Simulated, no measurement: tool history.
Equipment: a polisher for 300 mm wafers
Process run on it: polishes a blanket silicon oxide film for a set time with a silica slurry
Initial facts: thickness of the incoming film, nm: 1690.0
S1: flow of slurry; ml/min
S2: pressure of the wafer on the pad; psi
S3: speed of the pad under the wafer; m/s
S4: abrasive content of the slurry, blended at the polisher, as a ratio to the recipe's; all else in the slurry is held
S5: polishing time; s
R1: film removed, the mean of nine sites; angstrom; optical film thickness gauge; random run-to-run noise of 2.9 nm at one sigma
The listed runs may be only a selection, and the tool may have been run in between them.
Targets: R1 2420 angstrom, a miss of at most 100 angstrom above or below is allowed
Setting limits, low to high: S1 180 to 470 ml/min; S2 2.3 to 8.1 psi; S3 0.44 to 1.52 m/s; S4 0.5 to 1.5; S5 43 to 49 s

run,hour,S1,S2,S3,S4,S5,R1
1,0,300,5.2,0.98,1,49,1592.6
2,4.8,300,4.5,0.98,1,49,1350.5
3,6.3,300,4.5,1.18,1,49,1637.6
4,12.9,300,5,1.18,1,49,1786
5,15.9,225,5,1.18,1,49,1695.3
6,19.4,235,5.2,1.18,1,49,1765.3
7,28.3,245,5.4,1.18,1,49,1855.1
8,31.7,255,5.5,1.18,1,49,1880.7
9,36.9,260,5.6,1.18,1,49,1954.9
10,40.1,270,5.7,1.18,1,49,1989.5
11,41.6,275,5.8,1.18,1,49,1985.7
12,46.3,275,5.9,1.18,1,49,2002.3
13,52.9,275,6,1.18,1,49,2084.5
14,59.2,280,6.1,1.18,1,49,2120.1
15,67.7,280,6.2,1.18,1,49,2107.1
16,69.9,280,6.3,1.18,1,49,2223.4

4 candidate next runs follow, results not yet known. Just one meets every target within its allowed miss. Identify it.
A,72.1,295,7.4,1.2,0.9,48,?
B,72.1,330,6.9,1.12,0.9,48,?
C,72.1,245,5.6,1.34,1.05,49,?
D,72.1,250,6.2,1.22,0.95,49,?

move,R1
A,2365.4
B,2112.4
C,2145.1
D,2085.1
A: in spec on every target
B: moves away from the targets compared with the last run
C: moves away from the targets compared with the last run
D: moves away from the targets compared with the last run
The right move is A.
